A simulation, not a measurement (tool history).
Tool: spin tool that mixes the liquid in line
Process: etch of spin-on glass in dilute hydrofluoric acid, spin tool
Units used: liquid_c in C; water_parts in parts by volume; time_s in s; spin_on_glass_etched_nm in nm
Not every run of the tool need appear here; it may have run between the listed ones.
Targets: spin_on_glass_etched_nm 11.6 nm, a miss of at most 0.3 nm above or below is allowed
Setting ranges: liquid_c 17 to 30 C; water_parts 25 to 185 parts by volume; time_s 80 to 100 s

run  hour  liquid_c  water_parts  time_s  spin_on_glass_etched_nm
  1     0        22          105     100                    21.42
  2   6.2        21          115     100                   18.778
  3  11.3      18.5          115     100                   16.921
  4  16.9      18.5          115     100                   16.884
  5    20        18          120     100                   15.876
  6    26        18          125     100                   15.312
  7  29.6        18          130     100                   14.334
  8  37.2        18          135     100                   13.873

Which of these 5 next moves meets every target?
  A  44.8        17          140      85                        ?
  B  44.8      19.5          170      95                        ?
  C  44.8        17          145      90                        ?
  D  44.8        19          155      95                        ?
  E  44.8        20          130      80                        ?

move  spin_on_glass_etched_nm
   A                   10.958
   B                    10.83
   C                   11.148
   D                   11.821
   E                   12.681
A: the result that was furthest off in the last run now lies on the other side of its target
B: the result that was furthest off in the last run now lies on the other side of its target
C: the result that was furthest off in the last run now lies on the other side of its target
D: all results land within tolerance of their targets
E: closes in on the targets versus the last run, not all within tolerance yet
Answer: D

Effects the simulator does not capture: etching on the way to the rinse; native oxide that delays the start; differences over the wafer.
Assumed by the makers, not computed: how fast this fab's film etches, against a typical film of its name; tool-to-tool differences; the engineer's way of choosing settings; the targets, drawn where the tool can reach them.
